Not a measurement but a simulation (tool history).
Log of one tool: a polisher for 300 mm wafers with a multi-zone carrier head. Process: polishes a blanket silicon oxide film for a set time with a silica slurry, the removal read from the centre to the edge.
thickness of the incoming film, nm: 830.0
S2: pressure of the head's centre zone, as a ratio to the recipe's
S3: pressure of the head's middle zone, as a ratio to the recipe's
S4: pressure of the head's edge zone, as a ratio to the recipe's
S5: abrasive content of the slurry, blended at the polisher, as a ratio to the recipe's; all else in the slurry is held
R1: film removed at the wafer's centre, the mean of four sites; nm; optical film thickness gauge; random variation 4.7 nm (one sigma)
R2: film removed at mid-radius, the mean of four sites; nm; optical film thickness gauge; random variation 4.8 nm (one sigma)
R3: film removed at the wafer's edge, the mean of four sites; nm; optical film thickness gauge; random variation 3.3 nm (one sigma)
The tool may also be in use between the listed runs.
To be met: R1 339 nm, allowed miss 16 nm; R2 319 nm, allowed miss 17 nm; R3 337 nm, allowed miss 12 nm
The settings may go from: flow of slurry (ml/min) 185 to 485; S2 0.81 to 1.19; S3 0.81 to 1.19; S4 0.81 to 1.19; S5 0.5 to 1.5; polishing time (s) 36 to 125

run 1 hour=0 | flow_of_slurry_(ml/min)=310 S2=1 S3=1 S4=1 S5=1 polishing_time_(s)=80 | R1=253.74 R2=258.56 R3=263.86
run 2 hour=2.5 | flow_of_slurry_(ml/min)=310 S2=1.02 S3=1 S4=1.02 S5=1.05 polishing_time_(s)=80 | R1=262.51 R2=258.2 R3=264.94
run 3 hour=5.2 | flow_of_slurry_(ml/min)=310 S2=1.02 S3=1 S4=1.03 S5=1.15 polishing_time_(s)=81 | R1=271.74 R2=269.38 R3=279.41
run 4 hour=9.9 | flow_of_slurry_(ml/min)=280 S2=1.02 S3=1 S4=1.03 S5=1.15 polishing_time_(s)=81 | R1=271.52 R2=269.36 R3=281.09
run 5 hour=11.9 | flow_of_slurry_(ml/min)=280 S2=1.02 S3=1 S4=1.03 S5=1.15 polishing_time_(s)=65 | R1=213.87 R2=211.16 R3=224.23
run 6 hour=12.8 | flow_of_slurry_(ml/min)=280 S2=1.02 S3=1.04 S4=1.03 S5=1.15 polishing_time_(s)=65 | R1=216.56 R2=219.87 R3=224.23
-- hour=17.5 slurry nozzle cleaned
run 7 hour=17.5 | flow_of_slurry_(ml/min)=280 S2=1.03 S3=1.04 S4=1.04 S5=1.2 polishing_time_(s)=69 | R1=247.37 R2=245.22 R3=246.08
run 8 hour=19.4 | flow_of_slurry_(ml/min)=275 S2=1.03 S3=1.03 S4=1.05 S5=1.25 polishing_time_(s)=71 | R1=257.99 R2=250.33 R3=257.07

Which of these 5 next moves meets every target?
run A hour=21.3 | flow_of_slurry_(ml/min)=360 S2=1.01 S3=0.94 S4=0.97 S5=1.1 polishing_time_(s)=97 | R1=? R2=? R3=?
run B hour=21.3 | flow_of_slurry_(ml/min)=315 S2=0.91 S3=1.05 S4=1.05 S5=1.25 polishing_time_(s)=97 | R1=? R2=? R3=?
run C hour=21.3 | flow_of_slurry_(ml/min)=300 S2=0.93 S3=0.89 S4=1.07 S5=1.5 polishing_time_(s)=93 | R1=? R2=? R3=?
run D hour=21.3 | flow_of_slurry_(ml/min)=265 S2=1.04 S3=0.99 S4=1.12 S5=1.45 polishing_time_(s)=80 | R1=? R2=? R3=?
run E hour=21.3 | flow_of_slurry_(ml/min)=405 S2=1.03 S3=1.13 S4=1.14 S5=1.35 polishing_time_(s)=79 | R1=? R2=? R3=?

move=A R1=333.7 R2=311.6 R3=334.2
move=B R1=315.94 R2=351.51 R3=357.01
move=C R1=322.53 R2=307.56 R3=363.38
move=D R1=297.13 R2=283.62 R3=314.17
move=E R1=295.34 R2=316.63 R3=313.46
A: meets every target
B: takes the result that was furthest off past its target
C: takes the result that was furthest off past its target
D: nearer than the last run, and not there yet
E: nearer than the last run, and not there yet
Answer: A

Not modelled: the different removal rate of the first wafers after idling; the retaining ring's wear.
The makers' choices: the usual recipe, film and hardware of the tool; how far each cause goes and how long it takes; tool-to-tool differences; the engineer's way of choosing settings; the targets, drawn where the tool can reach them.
